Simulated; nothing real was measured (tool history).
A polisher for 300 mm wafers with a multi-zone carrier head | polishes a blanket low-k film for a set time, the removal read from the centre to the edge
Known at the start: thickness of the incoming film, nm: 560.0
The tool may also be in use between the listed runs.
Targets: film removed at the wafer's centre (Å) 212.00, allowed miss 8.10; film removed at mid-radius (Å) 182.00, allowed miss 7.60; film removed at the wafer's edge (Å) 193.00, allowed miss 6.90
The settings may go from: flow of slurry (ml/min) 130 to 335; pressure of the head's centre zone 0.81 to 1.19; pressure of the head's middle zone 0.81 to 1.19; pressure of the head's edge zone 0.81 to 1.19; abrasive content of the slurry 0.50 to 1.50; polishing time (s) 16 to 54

run	hour	flow of slurry (ml/min)	pressure of the head's centre zone	pressure of the head's middle zone	pressure of the head's edge zone	abrasive content of the slurry	polishing time (s)	film removed at the wafer's centre (Å)	film removed at mid-radius (Å)	film removed at the wafer's edge (Å)
1	0.0	215	1.00	1.00	1.00	1.00	35	199.18	201.94	201.63
2	4.0	215	1.02	0.98	0.99	1.00	35	204.90	200.71	198.12
3	12.5	215	1.02	0.98	0.99	1.00	42	245.99	236.68	240.59
4	13.7	215	1.10	0.98	0.99	1.00	42	262.69	238.10	240.39
5	16.7	210	1.08	0.95	0.97	0.95	42	252.42	230.14	236.62
6	20.2	210	1.08	0.88	0.97	0.95	42	257.62	215.03	227.09
7	23.2	205	1.06	0.87	0.96	0.90	42	243.68	210.61	221.49
8	29.3	185	1.06	0.81	0.90	0.65	41	208.21	172.33	190.43
9	36.7	190	1.06	0.82	0.90	0.65	41	207.72	172.61	189.13
# hour 44.1: worn pad replaced by a new one
10	44.1	195	1.06	0.83	0.90	0.65	41	234.46	193.98	213.32
11	46.0	190	1.06	0.83	0.90	0.70	41	241.54	200.47	217.24
12	51.6	190	1.06	0.83	0.90	0.70	41	240.90	200.01	216.57
13	60.6	190	1.06	0.83	0.90	0.70	41	239.40	198.71	217.40
14	64.6	200	1.06	0.84	0.91	0.70	41	239.09	202.34	220.66
15	66.6	190	1.06	0.85	0.91	0.70	41	241.09	202.12	220.71
16	68.7	205	1.05	0.84	0.91	0.70	41	239.19	207.34	223.66
17	72.9	195	1.05	0.85	0.91	0.70	41	239.57	202.41	222.79
18	79.7	185	1.05	0.85	0.92	0.75	41	244.82	210.39	225.68
19	87.7	200	1.06	0.86	0.92	0.75	41	247.93	211.15	231.69
20	91.8	190	1.06	0.86	0.92	0.75	41	244.26	207.98	224.59
21	98.7	215	1.06	0.85	0.92	0.75	41	249.26	207.86	229.83
22	101.7	200	1.06	0.84	0.92	0.75	41	247.00	208.34	223.69
23	102.3	185	1.06	0.84	0.92	0.75	41	249.57	205.96	225.85
24	105.5	205	1.07	0.84	0.92	0.75	41	249.98	204.67	225.43
25	107.0	190	1.06	0.84	0.92	0.75	41	243.64	206.06	228.21

Which of these 4 next moves meets every target?
A	108.5	210	1.16	0.81	0.93	0.75	33	?	?	?
B	108.5	160	0.95	0.87	1.02	1.00	33	?	?	?
C	108.5	190	1.15	0.85	1.09	0.70	37	?	?	?
D	108.5	235	1.09	0.91	0.99	0.60	36	?	?	?

move	film removed at the wafer's centre (Å)	film removed at mid-radius (Å)	film removed at the wafer's edge (Å)
A	224.83	162.87	182.57
B	196.03	184.96	205.73
C	240.82	183.22	213.79
D	215.94	182.95	191.06
A: takes the result that was furthest off past its target
B: nearer than the last run, and not there yet
C: nearer than the last run, and not there yet
D: meets every target
Move D is the one to make.

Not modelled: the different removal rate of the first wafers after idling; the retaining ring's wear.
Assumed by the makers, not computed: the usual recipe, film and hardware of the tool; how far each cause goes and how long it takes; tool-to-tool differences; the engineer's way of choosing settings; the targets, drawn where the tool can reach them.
